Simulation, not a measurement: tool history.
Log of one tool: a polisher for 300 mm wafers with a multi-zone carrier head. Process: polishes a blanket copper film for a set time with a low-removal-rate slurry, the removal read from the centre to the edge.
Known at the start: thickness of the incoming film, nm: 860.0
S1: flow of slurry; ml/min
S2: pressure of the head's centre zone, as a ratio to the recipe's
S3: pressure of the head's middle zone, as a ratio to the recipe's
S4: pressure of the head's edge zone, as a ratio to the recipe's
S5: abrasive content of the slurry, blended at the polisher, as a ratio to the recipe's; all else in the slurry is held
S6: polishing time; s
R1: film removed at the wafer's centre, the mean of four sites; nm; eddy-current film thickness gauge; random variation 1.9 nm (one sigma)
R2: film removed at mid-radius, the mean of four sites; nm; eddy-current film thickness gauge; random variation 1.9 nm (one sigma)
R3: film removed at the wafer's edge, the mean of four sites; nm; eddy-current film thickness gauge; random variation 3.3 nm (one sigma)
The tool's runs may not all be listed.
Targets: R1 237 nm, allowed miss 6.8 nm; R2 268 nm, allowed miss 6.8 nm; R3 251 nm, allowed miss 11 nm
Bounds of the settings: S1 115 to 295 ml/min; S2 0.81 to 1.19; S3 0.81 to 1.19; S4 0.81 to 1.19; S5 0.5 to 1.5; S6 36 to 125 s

run 1 hour=0 | S1=190 S2=1 S3=1 S4=1 S5=1 S6=80 | R1=181.37 R2=180.4 R3=178.29
run 2 hour=4.3 | S1=205 S2=1 S3=1.05 S4=1.05 S5=1.15 S6=83 | R1=196.5 R2=203.56 R3=198.96
run 3 hour=5.8 | S1=220 S2=1.01 S3=1.09 S4=1.09 S5=1.25 S6=85 | R1=210.2 R2=220.16 R3=212.43
run 4 hour=7.6 | S1=220 S2=1.01 S3=1.09 S4=1.09 S5=1.25 S6=69 | R1=170.22 R2=182.85 R3=171.7
run 5 hour=16 | S1=225 S2=1.01 S3=1.12 S4=1.12 S5=1.35 S6=76 | R1=192.74 R2=206.25 R3=195.71
run 6 hour=19.3 | S1=235 S2=1 S3=1.14 S4=1.14 S5=1.4 S6=80 | R1=202.35 R2=226.41 R3=207.54
run 7 hour=21.3 | S1=235 S2=1 S3=1.14 S4=1.15 S5=1.45 S6=84 | R1=214.03 R2=237.17 R3=224.88
run 8 hour=26.4 | S1=240 S2=1 S3=1.15 S4=1.16 S5=1.45 S6=86 | R1=223.32 R2=245.19 R3=232.89
run 9 hour=33.9 | S1=240 S2=1 S3=1.15 S4=1.16 S5=1.45 S6=86 | R1=217.61 R2=246.23 R3=231.19

5 next moves are on the table. One of them brings every result within its allowed miss. Which?
run A hour=41.4 | S1=220 S2=1.12 S3=0.96 S4=1.17 S5=1.5 S6=88 | R1=? R2=? R3=?
run B hour=41.4 | S1=210 S2=0.97 S3=1.01 S4=1.18 S5=1.5 S6=95 | R1=? R2=? R3=?
run C hour=41.4 | S1=225 S2=1.14 S3=1.18 S4=1.1 S5=1.4 S6=88 | R1=? R2=? R3=?
run D hour=41.4 | S1=240 S2=0.99 S3=1.17 S4=1.16 S5=1.5 S6=91 | R1=? R2=? R3=?
run E hour=41.4 | S1=235 S2=1.01 S3=1.19 S4=1.06 S5=1.35 S6=90 | R1=? R2=? R3=?

move=A R1=245.08 R2=217.16 R3=240.68
move=B R1=238.44 R2=243.24 R3=259.56
move=C R1=245.08 R2=255.27 R3=229.05
move=D R1=236.34 R2=268.89 R3=249.18
move=E R1=230.12 R2=262.21 R3=228.81
A: further off than the last run
B: further off than the last run
C: nearer than the last run, and not there yet
D: meets every target
E: brings the result that was furthest off to its target, and leaves another outside
Move D is the one to make.
